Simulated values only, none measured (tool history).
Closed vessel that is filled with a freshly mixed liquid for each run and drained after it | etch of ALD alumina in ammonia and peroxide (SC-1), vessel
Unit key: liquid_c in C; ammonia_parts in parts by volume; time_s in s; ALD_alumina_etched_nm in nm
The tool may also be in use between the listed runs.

Run 1, hour 0: liquid_c 48 C, ammonia_parts 0.55 parts by volume, time_s 610 s. Result: ALD_alumina_etched_nm 25.312 nm.
Run 2, hour 8: liquid_c 42.5 C, ammonia_parts 0.55 parts by volume, time_s 610 s. Result: ALD_alumina_etched_nm 18.387 nm.
Run 3, hour 16.5: liquid_c 42.5 C, ammonia_parts 0.55 parts by volume, time_s 610 s. Result: ALD_alumina_etched_nm 18.371 nm.
Run 4, hour 24.9: liquid_c 45.5 C, ammonia_parts 0.55 parts by volume, time_s 610 s. Result: ALD_alumina_etched_nm 21.935 nm.
Run 5, hour 29.3: liquid_c 45.5 C, ammonia_parts 0.65 parts by volume, time_s 610 s. Result: ALD_alumina_etched_nm 22.3 nm.
Run 6, hour 38.3: liquid_c 47.5 C, ammonia_parts 0.65 parts by volume, time_s 610 s. Result: ALD_alumina_etched_nm 24.85 nm.

Estimate the outcome of run 7 from the log above:
Run 7, hour 42.4: liquid_c 48.5 C, ammonia_parts 0.65 parts by volume, time_s 610 s. Result: ALD_alumina_etched_nm ?.

ALD_alumina_etched_nm: 26.4 nm
